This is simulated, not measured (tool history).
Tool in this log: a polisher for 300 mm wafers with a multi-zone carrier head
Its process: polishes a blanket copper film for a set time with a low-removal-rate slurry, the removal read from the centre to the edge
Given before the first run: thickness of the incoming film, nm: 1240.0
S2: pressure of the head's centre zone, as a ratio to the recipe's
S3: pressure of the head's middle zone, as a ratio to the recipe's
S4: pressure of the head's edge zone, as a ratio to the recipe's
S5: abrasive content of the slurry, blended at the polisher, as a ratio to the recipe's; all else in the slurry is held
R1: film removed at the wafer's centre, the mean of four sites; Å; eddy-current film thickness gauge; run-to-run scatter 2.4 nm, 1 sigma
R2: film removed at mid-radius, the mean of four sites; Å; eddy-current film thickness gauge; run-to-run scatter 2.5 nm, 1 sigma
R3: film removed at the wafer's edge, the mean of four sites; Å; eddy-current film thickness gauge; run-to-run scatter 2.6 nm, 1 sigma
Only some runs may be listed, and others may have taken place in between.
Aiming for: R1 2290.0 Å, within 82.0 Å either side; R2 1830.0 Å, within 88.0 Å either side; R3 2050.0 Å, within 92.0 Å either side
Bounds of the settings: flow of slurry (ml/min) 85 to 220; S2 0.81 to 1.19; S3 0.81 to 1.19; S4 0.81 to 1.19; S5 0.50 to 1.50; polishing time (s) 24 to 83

{"run": 1, "day": 0.0, "flow of slurry (ml/min)": 140, "S2": 1.0, "S3": 1.0, "S4": 1.0, "S5": 1.0, "polishing time (s)": 53, "R1": 1476.8, "R2": 1475.6, "R3": 1482.9}
{"run": 2, "day": 0.146, "flow of slurry (ml/min)": 140, "S2": 1.06, "S3": 1.0, "S4": 1.0, "S5": 1.0, "polishing time (s)": 53, "R1": 1545.5, "R2": 1473.5, "R3": 1460.2}
{"run": 3, "day": 0.467, "flow of slurry (ml/min)": 140, "S2": 1.06, "S3": 1.0, "S4": 0.97, "S5": 1.0, "polishing time (s)": 53, "R1": 1562.3, "R2": 1485.9, "R3": 1420.4}
{"run": 4, "day": 0.512, "flow of slurry (ml/min)": 140, "S2": 1.06, "S3": 1.0, "S4": 0.97, "S5": 0.85, "polishing time (s)": 53, "R1": 1488.5, "R2": 1430.0, "R3": 1392.4}
{"run": 5, "day": 0.846, "flow of slurry (ml/min)": 140, "S2": 1.02, "S3": 1.0, "S4": 0.97, "S5": 0.85, "polishing time (s)": 53, "R1": 1460.7, "R2": 1384.8, "R3": 1389.6}
{"run": 6, "day": 1.212, "flow of slurry (ml/min)": 140, "S2": 1.02, "S3": 1.0, "S4": 0.97, "S5": 1.05, "polishing time (s)": 53, "R1": 1507.3, "R2": 1513.6, "R3": 1447.3}
{"run": 7, "day": 1.275, "flow of slurry (ml/min)": 150, "S2": 1.05, "S3": 0.98, "S4": 1.0, "S5": 1.1, "polishing time (s)": 54, "R1": 1621.2, "R2": 1507.5, "R3": 1502.1}
{"run": 8, "day": 1.542, "flow of slurry (ml/min)": 155, "S2": 1.06, "S3": 0.97, "S4": 1.03, "S5": 1.15, "polishing time (s)": 56, "R1": 1701.0, "R2": 1574.7, "R3": 1611.9}
{"run": 9, "day": 1.842, "flow of slurry (ml/min)": 160, "S2": 1.08, "S3": 0.96, "S4": 1.05, "S5": 1.2, "polishing time (s)": 57, "R1": 1815.5, "R2": 1624.9, "R3": 1648.2}
{"run": 10, "day": 2.192, "flow of slurry (ml/min)": 160, "S2": 1.09, "S3": 0.95, "S4": 1.07, "S5": 1.25, "polishing time (s)": 58, "R1": 1852.3, "R2": 1702.0, "R3": 1722.8}
{"run": 11, "day": 2.367, "flow of slurry (ml/min)": 165, "S2": 1.1, "S3": 0.93, "S4": 1.08, "S5": 1.3, "polishing time (s)": 59, "R1": 1972.0, "R2": 1707.7, "R3": 1812.3}

Below are 4 possible settings for the next run. Only one of them brings all results inside the allowed miss of their targets. Which is it?
{"run": "A", "day": 2.542, "flow of slurry (ml/min)": 180, "S2": 1.13, "S3": 0.85, "S4": 1.07, "S5": 1.2, "polishing time (s)": 67, "R1": "?", "R2": "?", "R3": "?"}
{"run": "B", "day": 2.542, "flow of slurry (ml/min)": 135, "S2": 1.05, "S3": 0.89, "S4": 1.09, "S5": 1.4, "polishing time (s)": 67, "R1": "?", "R2": "?", "R3": "?"}
{"run": "C", "day": 2.542, "flow of slurry (ml/min)": 155, "S2": 0.97, "S3": 0.9, "S4": 1.16, "S5": 1.4, "polishing time (s)": 71, "R1": "?", "R2": "?", "R3": "?"}
{"run": "D", "day": 2.542, "flow of slurry (ml/min)": 100, "S2": 1.19, "S3": 0.93, "S4": 1.07, "S5": 1.2, "polishing time (s)": 67, "R1": "?", "R2": "?", "R3": "?"}

move=A R1=2290.0 R2=1859.8 R3=2020.0
move=B R1=2058.5 R2=1863.8 R3=2016.0
move=C R1=2085.9 R2=2049.7 R3=2252.6
move=D R1=2054.5 R2=1708.3 R3=1828.0
A: every result within its allowed miss
B: gains on the last run, yet a result remains outside its allowed miss
C: gains on the last run, yet a result remains outside its allowed miss
D: gains on the last run, yet a result remains outside its allowed miss
The right move is A.

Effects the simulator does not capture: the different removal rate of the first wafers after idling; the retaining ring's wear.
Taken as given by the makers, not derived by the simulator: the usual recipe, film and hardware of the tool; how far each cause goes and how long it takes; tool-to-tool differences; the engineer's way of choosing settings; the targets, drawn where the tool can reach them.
